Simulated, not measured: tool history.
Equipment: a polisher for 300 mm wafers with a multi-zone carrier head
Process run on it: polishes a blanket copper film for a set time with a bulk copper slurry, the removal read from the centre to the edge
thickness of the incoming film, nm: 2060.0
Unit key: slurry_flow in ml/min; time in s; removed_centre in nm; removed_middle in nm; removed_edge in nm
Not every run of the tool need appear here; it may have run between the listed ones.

run	hour	slurry_flow	centre_zone	middle_zone	edge_zone	slurry_solids	time	removed_centre	removed_middle	removed_edge
1	0	145	1	1	1	1	38	365.12	356.57	348.1
2	4.1	145	1	1	1	1	30	285.35	280.36	270.25
3	7.8	145	1	1	1.05	1	30	281	279.92	271.71
4	10.2	145	1	0.95	1.05	1	30	278.8	269.66	271.07
5	14.2	150	0.98	0.99	1.07	1.1	32	298.1	303.44	300.9
6	21.1	150	0.98	0.99	1.01	1.1	32	298.34	302.18	291.35
7	26.2	190	0.92	1.09	1.11	1.35	38	356.72	421.18	379.02
# hour 34.9: edge zone pressure recalibrated
8	34.9	190	0.92	1.09	1.11	1.35	38	360.05	417.14	390.13
9	43.8	195	0.92	1.1	1.12	1.35	38	366.19	423.86	396.34
10	48.3	200	0.92	1.11	1.12	1.35	38	358.43	429.02	389.34

Run 11 comes next. What will it give?
11	51.5	200	0.92	1.11	1.13	1.35	38	?	?	?

Run 11 gave removed_centre 360.39 nm, removed_middle 425.65 nm, removed_edge 394.11 nm.
